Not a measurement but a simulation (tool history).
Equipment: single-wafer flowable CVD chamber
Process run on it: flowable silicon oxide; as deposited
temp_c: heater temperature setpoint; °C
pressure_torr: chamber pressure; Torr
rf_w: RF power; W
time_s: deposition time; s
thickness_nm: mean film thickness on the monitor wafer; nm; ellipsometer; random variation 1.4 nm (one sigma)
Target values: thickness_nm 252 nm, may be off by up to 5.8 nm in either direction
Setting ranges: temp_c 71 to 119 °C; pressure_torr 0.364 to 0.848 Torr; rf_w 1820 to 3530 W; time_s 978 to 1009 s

{"run": 1, "hour": 0.0, "temp_c": 95, "pressure_torr": 0.606, "rf_w": 2675, "time_s": 978, "thickness_nm": 519.15}
{"run": 2, "hour": 4.2, "temp_c": 105, "pressure_torr": 0.606, "rf_w": 2675, "time_s": 978, "thickness_nm": 355.58}
{"run": 3, "hour": 6.7, "temp_c": 107, "pressure_torr": 0.606, "rf_w": 2675, "time_s": 978, "thickness_nm": 327.36}
{"run": 4, "hour": 13.5, "temp_c": 108, "pressure_torr": 0.606, "rf_w": 2675, "time_s": 978, "thickness_nm": 315.02}
{"run": 5, "hour": 14.9, "temp_c": 109, "pressure_torr": 0.606, "rf_w": 2675, "time_s": 978, "thickness_nm": 304.89}
{"run": 6, "hour": 21.6, "temp_c": 109, "pressure_torr": 0.606, "rf_w": 2675, "time_s": 1009, "thickness_nm": 316}
{"run": 7, "hour": 30.3, "temp_c": 110, "pressure_torr": 0.606, "rf_w": 2675, "time_s": 1009, "thickness_nm": 304.23}
{"run": 8, "hour": 34.5, "temp_c": 111, "pressure_torr": 0.606, "rf_w": 2675, "time_s": 1009, "thickness_nm": 295.86}
{"run": 9, "hour": 37.3, "temp_c": 117, "pressure_torr": 0.605, "rf_w": 2675, "time_s": 1009, "thickness_nm": 237.93}
{"run": 10, "hour": 46.5, "temp_c": 116, "pressure_torr": 0.605, "rf_w": 2675, "time_s": 1009, "thickness_nm": 245.17}

Which of these 5 next moves meets every target?
{"run": "A", "hour": 55.7, "temp_c": 113, "pressure_torr": 0.534, "rf_w": 2865, "time_s": 978, "thickness_nm": "?"}
{"run": "B", "hour": 55.7, "temp_c": 116, "pressure_torr": 0.587, "rf_w": 2860, "time_s": 1009, "thickness_nm": "?"}
{"run": "C", "hour": 55.7, "temp_c": 110, "pressure_torr": 0.488, "rf_w": 2695, "time_s": 981, "thickness_nm": "?"}
{"run": "D", "hour": 55.7, "temp_c": 119, "pressure_torr": 0.655, "rf_w": 2725, "time_s": 999, "thickness_nm": "?"}
{"run": "E", "hour": 55.7, "temp_c": 117, "pressure_torr": 0.637, "rf_w": 2900, "time_s": 1001, "thickness_nm": "?"}

move=A thickness_nm=235.31
move=B thickness_nm=239.38
move=C thickness_nm=240.35
move=D thickness_nm=239.07
move=E thickness_nm=248.92
A: misses by more than the last run did
B: misses by more than the last run did
C: misses by more than the last run did
D: misses by more than the last run did
E: each result inside its tolerance
Answer: E
